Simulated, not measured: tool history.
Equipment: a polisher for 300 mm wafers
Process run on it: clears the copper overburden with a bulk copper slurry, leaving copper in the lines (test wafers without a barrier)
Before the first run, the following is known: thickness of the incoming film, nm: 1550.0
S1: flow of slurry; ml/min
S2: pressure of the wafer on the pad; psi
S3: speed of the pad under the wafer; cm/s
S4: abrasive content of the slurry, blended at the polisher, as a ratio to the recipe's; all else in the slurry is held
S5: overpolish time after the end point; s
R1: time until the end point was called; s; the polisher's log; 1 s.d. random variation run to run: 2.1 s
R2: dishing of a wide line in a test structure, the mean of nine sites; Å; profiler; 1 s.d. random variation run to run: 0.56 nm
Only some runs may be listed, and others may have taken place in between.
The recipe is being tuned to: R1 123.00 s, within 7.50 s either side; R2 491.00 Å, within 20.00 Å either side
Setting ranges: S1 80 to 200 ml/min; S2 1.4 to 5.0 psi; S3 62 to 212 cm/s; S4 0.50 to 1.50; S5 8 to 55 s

| run | hour | S1 | S2 | S3 | S4 | S5 | R1 | R2 |
|---|---|---|---|---|---|---|---|---|
| 1 | 0.0 | 130 | 3.2 | 136 | 1.00 | 28 | 125.31 | 618.71 |
| 2 | 8.3 | 135 | 2.8 | 152 | 1.00 | 24 | 117.08 | 600.11 |
| 3 | 16.3 | 135 | 2.8 | 152 | 1.20 | 24 | 115.48 | 628.61 |
| 4 | 22.6 | 135 | 2.3 | 152 | 1.20 | 24 | 138.46 | 580.07 |
| 5 | 30.2 | 150 | 2.3 | 152 | 1.20 | 24 | 140.23 | 574.18 |
| 6 | 37.1 | 160 | 2.2 | 160 | 1.10 | 21 | 139.56 | 554.08 |
| 7 | 39.5 | 190 | 1.8 | 198 | 0.85 | 8 | 136.14 | 397.48 |
| 8 | 46.2 | 185 | 1.9 | 194 | 0.90 | 9 | 131.73 | 430.35 |
| 9 | 52.2 | 180 | 2.0 | 192 | 0.95 | 10 | 130.91 | 457.84 |

Which single option among these 5 for the next run brings every result within its allowed miss of target? Just one does.
| A | 58.2 | 130 | 2.4 | 166 | 1.45 | 14 | ? | ? |
| B | 58.2 | 200 | 1.9 | 212 | 0.90 | 12 | ? | ? |
| C | 58.2 | 170 | 2.8 | 160 | 1.25 | 12 | ? | ? |
| D | 58.2 | 175 | 2.5 | 184 | 1.25 | 11 | ? | ? |
| E | 58.2 | 145 | 1.8 | 204 | 0.75 | 10 | ? | ? |

| move | R1 | R2 |
|---|---|---|
| A | 123.77 | 537.75 |
| B | 120.70 | 496.77 |
| C | 107.49 | 549.73 |
| D | 104.12 | 531.02 |
| E | 141.98 | 433.79 |
A: moves the result that the last run missed by most past its target, out the other side
B: each result inside its tolerance
C: moves the result that the last run missed by most past its target, out the other side
D: moves the result that the last run missed by most past its target, out the other side
E: lands further from the targets than the last run did
Correct choice: B, which meets every target
